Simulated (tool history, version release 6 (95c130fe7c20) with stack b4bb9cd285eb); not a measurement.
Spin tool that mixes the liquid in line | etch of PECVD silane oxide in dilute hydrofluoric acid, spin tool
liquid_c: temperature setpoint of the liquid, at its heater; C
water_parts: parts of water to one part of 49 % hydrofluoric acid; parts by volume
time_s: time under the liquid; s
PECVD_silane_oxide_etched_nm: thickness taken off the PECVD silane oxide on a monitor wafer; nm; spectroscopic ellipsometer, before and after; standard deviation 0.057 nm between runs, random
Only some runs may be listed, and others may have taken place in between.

run,hour,liquid_c,water_parts,time_s,PECVD_silane_oxide_etched_nm
1,0,23,255,285,20.603
2,4.5,21.5,275,285,17.791
3,12.6,20.5,290,285,16.087
4,18.9,20.5,350,285,12.635
5,27.7,20.5,415,285,10.086
6,34.1,22,415,285,10.585

What will run 7 give?
7,37.5,22.5,415,285,?

{"run 7": {"PECVD_silane_oxide_etched_nm": 10.78}}
